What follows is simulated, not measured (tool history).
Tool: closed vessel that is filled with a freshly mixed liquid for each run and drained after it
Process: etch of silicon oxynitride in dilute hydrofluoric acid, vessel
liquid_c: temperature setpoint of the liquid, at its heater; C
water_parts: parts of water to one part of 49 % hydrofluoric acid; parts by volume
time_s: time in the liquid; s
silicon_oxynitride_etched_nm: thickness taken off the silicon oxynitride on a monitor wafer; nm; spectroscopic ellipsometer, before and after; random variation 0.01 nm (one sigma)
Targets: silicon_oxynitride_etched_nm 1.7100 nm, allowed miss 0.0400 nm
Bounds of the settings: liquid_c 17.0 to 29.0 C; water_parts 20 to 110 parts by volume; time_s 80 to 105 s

| run | hour | liquid_c | water_parts | time_s | silicon_oxynitride_etched_nm |
|---|---|---|---|---|---|
| 1 | 0.0 | 21.0 | 60 | 105 | 2.2419 |
| 2 | 6.5 | 21.0 | 60 | 105 | 2.2582 |
| 3 | 9.0 | 18.5 | 60 | 105 | 1.9669 |
| 4 | 14.0 | 18.0 | 60 | 105 | 1.9293 |
| 5 | 19.4 | 18.0 | 60 | 105 | 1.9379 |
| 6 | 23.2 | 18.0 | 60 | 105 | 1.9196 |
| 7 | 25.5 | 17.5 | 60 | 105 | 1.8815 |
| 8 | 28.5 | 17.0 | 60 | 105 | 1.8386 |

Which of these 4 next moves meets every target?
| A | 31.5 | 20.0 | 60 | 80 | ? |
| B | 31.5 | 17.0 | 45 | 80 | ? |
| C | 31.5 | 17.0 | 55 | 90 | ? |
| D | 31.5 | 17.0 | 65 | 100 | ? |

| move | silicon_oxynitride_etched_nm |
|---|---|
| A | 1.6154 |
| B | 1.8675 |
| C | 1.7086 |
| D | 1.5962 |
A: takes the result that was furthest off past its target
B: further off than the last run
C: meets every target
D: takes the result that was furthest off past its target
The right move is C.

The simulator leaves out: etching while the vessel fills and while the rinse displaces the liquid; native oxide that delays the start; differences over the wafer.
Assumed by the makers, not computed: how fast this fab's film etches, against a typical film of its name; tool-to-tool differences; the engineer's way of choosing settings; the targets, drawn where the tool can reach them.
